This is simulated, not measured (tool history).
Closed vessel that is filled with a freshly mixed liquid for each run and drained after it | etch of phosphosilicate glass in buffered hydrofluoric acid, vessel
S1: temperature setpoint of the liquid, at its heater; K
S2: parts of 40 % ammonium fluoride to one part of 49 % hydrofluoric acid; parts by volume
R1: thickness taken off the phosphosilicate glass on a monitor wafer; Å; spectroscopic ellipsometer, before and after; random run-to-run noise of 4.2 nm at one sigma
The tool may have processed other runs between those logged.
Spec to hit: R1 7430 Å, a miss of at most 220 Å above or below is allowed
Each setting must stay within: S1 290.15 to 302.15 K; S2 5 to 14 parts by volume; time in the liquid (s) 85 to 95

Run 1, hour 0: S1 294.15 K, S2 8.5 parts by volume, time in the liquid (s) 85. Result: R1 6340.9 Å.
Run 2, hour 6.3: S1 294.65 K, S2 8.5 parts by volume, time in the liquid (s) 85. Result: R1 6505.5 Å.
Run 3, hour 7.3: S1 294.65 K, S2 10 parts by volume, time in the liquid (s) 85. Result: R1 5779.8 Å.
Run 4, hour 12.8: S1 294.65 K, S2 10 parts by volume, time in the liquid (s) 95. Result: R1 6387.2 Å.
Run 5, hour 19.9: S1 294.65 K, S2 8 parts by volume, time in the liquid (s) 95. Result: R1 7713.5 Å.
Run 6, hour 22.2: S1 294.65 K, S2 7 parts by volume, time in the liquid (s) 95. Result: R1 8987.3 Å.
Run 7, hour 29.4: S1 294.15 K, S2 7 parts by volume, time in the liquid (s) 95. Result: R1 8690.8 Å.
Run 8, hour 30.1: S1 293.65 K, S2 7 parts by volume, time in the liquid (s) 95. Result: R1 8439.6 Å.
Run 9, hour 30.9: S1 293.65 K, S2 7 parts by volume, time in the liquid (s) 95. Result: R1 8399 Å.

Which single option among these 4 for the next run brings every result within its allowed miss of target? Just one does.
Run A, hour 31.7: S1 293.65 K, S2 6.5 parts by volume, time in the liquid (s) 95. Result: R1 ?.
Run B, hour 31.7: S1 294.65 K, S2 7 parts by volume, time in the liquid (s) 85. Result: R1 ?.
Run C, hour 31.7: S1 291.65 K, S2 5 parts by volume, time in the liquid (s) 95. Result: R1 ?.
Run D, hour 31.7: S1 291.15 K, S2 6 parts by volume, time in the liquid (s) 85. Result: R1 ?.

move      R1
   A  9003.3
   B  7984.7
   C   10067
   D  7502.8
A: its largest miss is bigger than the last run's
B: gains on the last run, yet a result remains outside its allowed miss
C: its largest miss is bigger than the last run's
D: meets every target
So the answer is move D, the one that meets all the targets.
